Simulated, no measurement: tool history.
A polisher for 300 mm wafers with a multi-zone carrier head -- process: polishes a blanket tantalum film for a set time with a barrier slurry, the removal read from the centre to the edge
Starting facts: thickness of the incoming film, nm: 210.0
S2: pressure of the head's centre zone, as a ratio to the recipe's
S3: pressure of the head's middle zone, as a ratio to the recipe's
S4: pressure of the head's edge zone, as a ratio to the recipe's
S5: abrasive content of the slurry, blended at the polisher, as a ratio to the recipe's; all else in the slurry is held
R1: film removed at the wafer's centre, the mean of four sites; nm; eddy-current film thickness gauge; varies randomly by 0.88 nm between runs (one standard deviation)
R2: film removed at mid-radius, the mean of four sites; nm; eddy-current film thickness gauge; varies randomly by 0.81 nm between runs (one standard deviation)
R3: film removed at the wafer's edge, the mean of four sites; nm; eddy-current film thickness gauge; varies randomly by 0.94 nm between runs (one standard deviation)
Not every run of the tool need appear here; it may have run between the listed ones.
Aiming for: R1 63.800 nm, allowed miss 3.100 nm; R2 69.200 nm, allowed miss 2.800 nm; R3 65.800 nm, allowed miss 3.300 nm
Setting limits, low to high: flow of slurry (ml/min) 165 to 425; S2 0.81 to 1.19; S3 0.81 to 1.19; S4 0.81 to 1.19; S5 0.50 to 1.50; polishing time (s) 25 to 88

Run 1, hour 0.0: flow of slurry (ml/min) 275, S2 1.00, S3 1.00, S4 1.00, S5 1.00, polishing time (s) 56. Result: R1 70.688 nm, R2 73.305 nm, R3 68.210 nm.
Run 2, hour 0.5: flow of slurry (ml/min) 305, S2 1.00, S3 1.00, S4 1.00, S5 1.00, polishing time (s) 56. Result: R1 68.733 nm, R2 73.508 nm, R3 68.929 nm.
Run 3, hour 2.3: flow of slurry (ml/min) 240, S2 1.00, S3 1.00, S4 1.00, S5 1.00, polishing time (s) 56. Result: R1 66.501 nm, R2 72.385 nm, R3 71.563 nm.
Run 4, hour 3.7: flow of slurry (ml/min) 240, S2 1.00, S3 1.00, S4 1.00, S5 1.00, polishing time (s) 67. Result: R1 82.431 nm, R2 85.512 nm, R3 81.360 nm.
Run 5, hour 4.6: flow of slurry (ml/min) 265, S2 1.00, S3 1.00, S4 1.00, S5 1.00, polishing time (s) 67. Result: R1 83.718 nm, R2 86.674 nm, R3 82.300 nm.
Run 6, hour 12.4: flow of slurry (ml/min) 265, S2 1.00, S3 1.05, S4 1.00, S5 1.00, polishing time (s) 67. Result: R1 84.201 nm, R2 89.482 nm, R3 82.703 nm.
Run 7, hour 20.1: flow of slurry (ml/min) 265, S2 0.99, S3 1.04, S4 1.00, S5 0.95, polishing time (s) 67. Result: R1 79.223 nm, R2 89.339 nm, R3 84.546 nm.
Run 8, hour 28.9: flow of slurry (ml/min) 265, S2 1.09, S3 1.02, S4 0.94, S5 0.70, polishing time (s) 55. Result: R1 67.750 nm, R2 65.716 nm, R3 60.086 nm.
At hour 36.0: worn pad replaced by a new one.
Run 9, hour 36.0: flow of slurry (ml/min) 260, S2 1.08, S3 1.02, S4 0.95, S5 0.70, polishing time (s) 55. Result: R1 73.994 nm, R2 73.417 nm, R3 70.113 nm.
Run 10, hour 41.0: flow of slurry (ml/min) 260, S2 1.07, S3 1.02, S4 0.94, S5 0.70, polishing time (s) 55. Result: R1 75.575 nm, R2 75.992 nm, R3 68.546 nm.
Run 11, hour 45.5: flow of slurry (ml/min) 260, S2 1.07, S3 1.03, S4 0.95, S5 0.70, polishing time (s) 55. Result: R1 75.480 nm, R2 76.096 nm, R3 69.057 nm.

Below are 4 possible settings for the next run. Only one of them brings all results inside the allowed miss of their targets. Which is it?
Run A, hour 50.0: flow of slurry (ml/min) 255, S2 1.18, S3 0.90, S4 0.98, S5 0.75, polishing time (s) 55. Result: R1 ?, R2 ?, R3 ?.
Run B, hour 50.0: flow of slurry (ml/min) 195, S2 1.01, S3 1.06, S4 1.06, S5 0.75, polishing time (s) 50. Result: R1 ?, R2 ?, R3 ?.
Run C, hour 50.0: flow of slurry (ml/min) 225, S2 0.95, S3 1.19, S4 0.89, S5 0.75, polishing time (s) 57. Result: R1 ?, R2 ?, R3 ?.
Run D, hour 50.0: flow of slurry (ml/min) 310, S2 1.19, S3 0.94, S4 0.87, S5 0.80, polishing time (s) 62. Result: R1 ?, R2 ?, R3 ?.

move      R1      R2      R3
   A  83.979  66.237  71.045
   B  63.580  67.474  65.742
   C  69.241  86.159  69.538
   D  98.759  79.928  77.882
A: misses by more than the last run did
B: in spec on every target
C: misses by more than the last run did
D: misses by more than the last run did
Correct choice: B, which meets every target
